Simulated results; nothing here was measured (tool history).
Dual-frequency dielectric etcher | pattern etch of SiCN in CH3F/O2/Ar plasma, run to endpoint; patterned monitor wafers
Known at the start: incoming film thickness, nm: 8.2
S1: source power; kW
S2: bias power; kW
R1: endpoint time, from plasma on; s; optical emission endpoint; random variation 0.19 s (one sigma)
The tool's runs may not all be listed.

run	hour	S1	S2	R1
1	0.0	0.490	0.084	20.242
2	2.7	0.440	0.079	21.692
3	10.6	0.410	0.077	22.453
4	18.9	0.490	0.077	20.870
5	26.4	0.450	0.075	22.140
6	28.3	0.450	0.088	20.190

The next listed run, before its measurement:
7	34.4	0.410	0.083	?

Run 7 gave R1 21.572 s.

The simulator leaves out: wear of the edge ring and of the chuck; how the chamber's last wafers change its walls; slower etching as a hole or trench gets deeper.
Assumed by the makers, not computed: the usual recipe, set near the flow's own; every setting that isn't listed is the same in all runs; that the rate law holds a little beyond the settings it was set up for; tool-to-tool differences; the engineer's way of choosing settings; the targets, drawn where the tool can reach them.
